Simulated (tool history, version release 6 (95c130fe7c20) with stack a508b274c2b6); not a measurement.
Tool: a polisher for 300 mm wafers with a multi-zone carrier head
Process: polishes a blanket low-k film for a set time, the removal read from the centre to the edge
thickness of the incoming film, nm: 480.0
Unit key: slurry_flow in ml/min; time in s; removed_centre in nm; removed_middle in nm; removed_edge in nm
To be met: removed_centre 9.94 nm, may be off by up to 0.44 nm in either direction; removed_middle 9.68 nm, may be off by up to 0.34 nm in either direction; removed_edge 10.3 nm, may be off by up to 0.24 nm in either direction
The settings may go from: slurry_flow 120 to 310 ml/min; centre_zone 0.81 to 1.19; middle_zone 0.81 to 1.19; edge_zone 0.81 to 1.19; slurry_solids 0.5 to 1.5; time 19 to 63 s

run 1 day=0 | slurry_flow=200 centre_zone=1 middle_zone=1 edge_zone=1 slurry_solids=1 time=41 | removed_centre=15.186 removed_middle=15.362 removed_edge=15.33
run 2 day=0.292 | slurry_flow=195 centre_zone=0.99 middle_zone=0.98 edge_zone=0.98 slurry_solids=0.95 time=41 | removed_centre=14.942 removed_middle=14.801 removed_edge=14.701
run 3 day=0.517 | slurry_flow=195 centre_zone=0.99 middle_zone=0.98 edge_zone=1.05 slurry_solids=0.95 time=41 | removed_centre=15.054 removed_middle=14.707 removed_edge=15.316
run 4 day=0.571 | slurry_flow=215 centre_zone=0.99 middle_zone=0.98 edge_zone=1.05 slurry_solids=0.95 time=41 | removed_centre=15.195 removed_middle=15.031 removed_edge=15.432
run 5 day=0.625 | slurry_flow=215 centre_zone=0.99 middle_zone=0.98 edge_zone=1.05 slurry_solids=0.85 time=41 | removed_centre=14.793 removed_middle=14.451 removed_edge=14.81
run 6 day=0.854 | slurry_flow=215 centre_zone=0.99 middle_zone=1.02 edge_zone=1.05 slurry_solids=0.85 time=41 | removed_centre=14.465 removed_middle=14.9 removed_edge=14.808
run 7 day=1.083 | slurry_flow=160 centre_zone=0.89 middle_zone=0.92 edge_zone=0.95 slurry_solids=0.6 time=36 | removed_centre=9.6888 removed_middle=10.091 removed_edge=10.765
run 8 day=1.442 | slurry_flow=160 centre_zone=0.9 middle_zone=0.92 edge_zone=0.94 slurry_solids=0.6 time=36 | removed_centre=9.7555 removed_middle=10.153 removed_edge=10.592
run 9 day=1.483 | slurry_flow=160 centre_zone=0.9 middle_zone=0.91 edge_zone=0.94 slurry_solids=0.6 time=36 | removed_centre=9.7333 removed_middle=10.1 removed_edge=10.736
run 10 day=1.838 | slurry_flow=155 centre_zone=0.91 middle_zone=0.91 edge_zone=0.93 slurry_solids=0.6 time=36 | removed_centre=9.7388 removed_middle=10.002 removed_edge=10.638
run 11 day=1.9 | slurry_flow=155 centre_zone=0.92 middle_zone=0.91 edge_zone=0.92 slurry_solids=0.6 time=36 | removed_centre=9.9878 removed_middle=9.8509 removed_edge=10.508

4 next moves are on the table. One of them brings every result within its allowed miss. Which?
run A day=1.962 | slurry_flow=175 centre_zone=0.96 middle_zone=0.94 edge_zone=0.9 slurry_solids=0.6 time=36 | removed_centre=? removed_middle=? removed_edge=?
run B day=1.962 | slurry_flow=155 centre_zone=0.88 middle_zone=0.89 edge_zone=1.01 slurry_solids=0.55 time=37 | removed_centre=? removed_middle=? removed_edge=?
run C day=1.962 | slurry_flow=155 centre_zone=0.94 middle_zone=0.92 edge_zone=0.96 slurry_solids=0.5 time=37 | removed_centre=? removed_middle=? removed_edge=?
run D day=1.962 | slurry_flow=180 centre_zone=0.98 middle_zone=0.98 edge_zone=0.97 slurry_solids=0.65 time=33 | removed_centre=? removed_middle=? removed_edge=?

move=A removed_centre=10.708 removed_middle=10.444 removed_edge=10.697
move=B removed_centre=9.7476 removed_middle=9.7418 removed_edge=10.912
move=C removed_centre=9.9001 removed_middle=9.6735 removed_edge=10.37
move=D removed_centre=10.312 removed_middle=10.228 removed_edge=10.376
A: further off than the last run
B: further off than the last run
C: every result within its allowed miss
D: puts the biggest miss on target and leaves a different result outside tolerance
Correct choice: C, which meets every target

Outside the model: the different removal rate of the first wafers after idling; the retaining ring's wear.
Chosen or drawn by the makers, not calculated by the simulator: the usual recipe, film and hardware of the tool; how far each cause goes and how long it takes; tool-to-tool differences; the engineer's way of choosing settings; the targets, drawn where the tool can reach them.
